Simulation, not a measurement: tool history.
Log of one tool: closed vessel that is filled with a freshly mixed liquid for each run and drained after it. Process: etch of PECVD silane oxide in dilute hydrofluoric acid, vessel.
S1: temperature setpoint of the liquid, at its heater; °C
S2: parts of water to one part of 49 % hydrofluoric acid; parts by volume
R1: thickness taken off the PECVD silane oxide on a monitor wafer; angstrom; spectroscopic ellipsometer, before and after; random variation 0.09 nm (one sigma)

Run 1, hour 0: S1 22 °C, S2 185 parts by volume, time in the liquid (s) 235. Result: R1 319.66 angstrom.
Run 2, hour 1.4: S1 21 °C, S2 200 parts by volume, time in the liquid (s) 235. Result: R1 278.79 angstrom.
Run 3, hour 3.1: S1 18 °C, S2 200 parts by volume, time in the liquid (s) 235. Result: R1 248.38 angstrom.
Run 4, hour 10: S1 18 °C, S2 215 parts by volume, time in the liquid (s) 235. Result: R1 231.88 angstrom.
Run 5, hour 18.7: S1 18 °C, S2 225 parts by volume, time in the liquid (s) 235. Result: R1 218.09 angstrom.
Run 6, hour 27.1: S1 18 °C, S2 225 parts by volume, time in the liquid (s) 250. Result: R1 231.13 angstrom.
Run 7, hour 35.3: S1 18 °C, S2 235 parts by volume, time in the liquid (s) 250. Result: R1 218.69 angstrom.
Run 8, hour 38.5: S1 18 °C, S2 245 parts by volume, time in the liquid (s) 250. Result: R1 208.56 angstrom.
Run 9, hour 40.3: S1 18 °C, S2 255 parts by volume, time in the liquid (s) 250. Result: R1 199.18 angstrom.
Run 10, hour 46.4: S1 18 °C, S2 260 parts by volume, time in the liquid (s) 250. Result: R1 195.06 angstrom.
Run 11, hour 53.7: S1 18 °C, S2 265 parts by volume, time in the liquid (s) 250. Result: R1 190.37 angstrom.
Run 12, hour 60.8: S1 18 °C, S2 270 parts by volume, time in the liquid (s) 250. Result: R1 184.95 angstrom.
Run 13, hour 61.5: S1 18 °C, S2 275 parts by volume, time in the liquid (s) 250. Result: R1 181 angstrom.
Run 14, hour 62.8: S1 17 °C, S2 300 parts by volume, time in the liquid (s) 250. Result: R1 156.33 angstrom.

Run 15 comes next. What will it give?
Run 15, hour 70.6: S1 17 °C, S2 300 parts by volume, time in the liquid (s) 250. Result: R1 ?.

Run 15 gave R1 157.11 angstrom.

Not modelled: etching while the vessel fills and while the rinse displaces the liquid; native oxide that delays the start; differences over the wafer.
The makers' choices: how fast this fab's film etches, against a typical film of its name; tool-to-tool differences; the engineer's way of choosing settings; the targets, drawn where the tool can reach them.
